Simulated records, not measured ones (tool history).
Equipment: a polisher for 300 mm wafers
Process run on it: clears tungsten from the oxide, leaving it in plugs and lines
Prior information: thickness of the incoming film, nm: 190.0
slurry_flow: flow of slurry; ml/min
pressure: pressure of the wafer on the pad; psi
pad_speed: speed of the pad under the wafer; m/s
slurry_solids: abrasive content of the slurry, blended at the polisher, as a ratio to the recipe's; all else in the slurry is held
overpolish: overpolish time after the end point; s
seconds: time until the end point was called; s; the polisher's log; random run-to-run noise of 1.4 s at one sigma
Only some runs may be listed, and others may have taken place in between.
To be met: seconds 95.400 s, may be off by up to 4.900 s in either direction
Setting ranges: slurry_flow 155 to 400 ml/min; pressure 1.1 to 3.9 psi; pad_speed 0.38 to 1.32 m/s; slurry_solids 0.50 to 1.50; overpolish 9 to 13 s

run,hour,slurry_flow,pressure,pad_speed,slurry_solids,overpolish,seconds
1,0.0,255,2.5,0.84,1.00,13,72.519
2,1.0,255,2.5,0.84,0.90,13,74.478
3,5.7,255,2.5,0.84,0.85,13,76.381
4,11.9,255,2.5,0.84,0.95,13,74.281
5,18.1,255,2.4,0.84,0.95,13,75.529
6,24.3,255,2.4,0.84,0.95,13,77.374
7,25.9,255,2.4,0.84,0.95,13,76.790
8,28.6,255,2.3,0.84,0.95,13,80.745
9,32.5,255,2.3,0.84,0.95,13,79.674
# hour 37.7: head pressure recalibrated
10,37.7,255,2.0,0.84,0.95,13,81.066
11,40.1,255,1.9,0.84,0.95,13,87.450

Of the 5 settings listed for the next run, only one would bring every result within its allowed miss of target. Which one?
A,42.5,255,2.1,0.88,0.75,9,?
B,42.5,240,2.0,0.88,0.95,12,?
C,42.5,155,2.2,0.78,0.95,13,?
D,42.5,255,2.7,0.46,0.95,13,?
E,42.5,220,2.3,0.78,0.90,11,?

move,seconds
A,83.218
B,81.085
C,84.384
D,93.130
E,80.045
A: misses by more than the last run did
B: misses by more than the last run did
C: misses by more than the last run did
D: all results land within tolerance of their targets
E: misses by more than the last run did
Move D is the one to make.

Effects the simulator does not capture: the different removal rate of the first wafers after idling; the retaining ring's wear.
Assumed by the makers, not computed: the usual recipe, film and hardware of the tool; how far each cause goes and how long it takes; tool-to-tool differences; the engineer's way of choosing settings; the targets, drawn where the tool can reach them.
